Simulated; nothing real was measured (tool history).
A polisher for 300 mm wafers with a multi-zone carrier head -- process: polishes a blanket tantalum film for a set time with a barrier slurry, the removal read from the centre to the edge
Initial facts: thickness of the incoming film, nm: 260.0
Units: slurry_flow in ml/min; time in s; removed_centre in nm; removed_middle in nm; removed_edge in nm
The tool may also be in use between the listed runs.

run	hour	slurry_flow	centre_zone	middle_zone	edge_zone	slurry_solids	time	removed_centre	removed_middle	removed_edge
1	0	255	1	1	1	1	31	60.781	60.833	59.891
2	1.9	255	1	1	0.93	1	31	61.349	61.398	58.434
3	5.2	250	0.98	0.99	0.93	1	31	59.355	60.179	59.429
4	6.2	250	0.98	0.99	0.93	0.85	31	58.262	59.087	56.609
5	7	230	0.98	0.99	0.93	0.85	31	56.579	57.29	57.095
6	12	230	0.98	0.94	0.93	0.85	31	56.071	55.295	57.605

Run 7 has not been measured yet. What should we expect?
7	20.1	220	0.97	0.95	0.93	0.85	31	?	?	?

removed_centre: 55.889 nm
removed_middle: 55.245 nm
removed_edge: 56.645 nm

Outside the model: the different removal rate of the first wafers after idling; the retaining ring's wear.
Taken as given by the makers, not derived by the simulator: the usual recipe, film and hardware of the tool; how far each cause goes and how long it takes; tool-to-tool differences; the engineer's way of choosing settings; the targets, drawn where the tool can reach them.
